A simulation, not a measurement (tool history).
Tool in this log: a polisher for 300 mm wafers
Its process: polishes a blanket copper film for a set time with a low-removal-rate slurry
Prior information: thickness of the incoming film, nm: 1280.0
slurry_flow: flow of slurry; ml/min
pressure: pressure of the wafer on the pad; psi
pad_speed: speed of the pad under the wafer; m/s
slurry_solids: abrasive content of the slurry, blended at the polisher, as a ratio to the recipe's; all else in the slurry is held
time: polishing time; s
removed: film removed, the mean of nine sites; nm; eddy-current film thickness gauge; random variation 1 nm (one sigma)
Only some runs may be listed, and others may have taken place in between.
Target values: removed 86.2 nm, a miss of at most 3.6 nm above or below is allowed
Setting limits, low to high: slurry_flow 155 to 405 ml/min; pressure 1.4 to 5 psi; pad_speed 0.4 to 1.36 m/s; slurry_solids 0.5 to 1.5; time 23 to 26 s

run  hour  slurry_flow  pressure  pad_speed  slurry_solids  time  removed
  1     0          260       3.2       0.88              1    26   68.568
  2   2.9          260       2.5       0.88              1    26   53.402
  3  11.2          260       2.8       0.88              1    26   59.389
  4  18.1          260       2.8       0.88           0.95    26   57.971
  5  23.3          260       3.1       0.88           0.95    26   66.309
  6  26.2          260       3.3       0.88           0.95    26   68.445
  7  27.2          260       3.5       0.88           0.95    26   72.707
  8  29.9          260       3.6       0.88           0.95    26   76.593
  9  37.4          260       3.7       0.88           0.95    26   78.255
 10    42          260       3.8       0.88           0.95    26   80.162

Pick the move, out of 4, that brings all results within their allowed miss; only one does.
  A  46.6          245       3.7       0.86            1.1    26        ?
  B  46.6          310       4.1       0.78           0.95    26        ?
  C  46.6          265       4.2       0.92           0.95    24        ?
  D  46.6          270       4.2       0.84           1.05    23        ?

move  removed
   A   79.424
   B   79.775
   C   87.331
   D   77.854
A: misses by more than the last run did
B: misses by more than the last run did
C: every result within its allowed miss
D: misses by more than the last run did
C is the move that brings every result within its allowed miss.
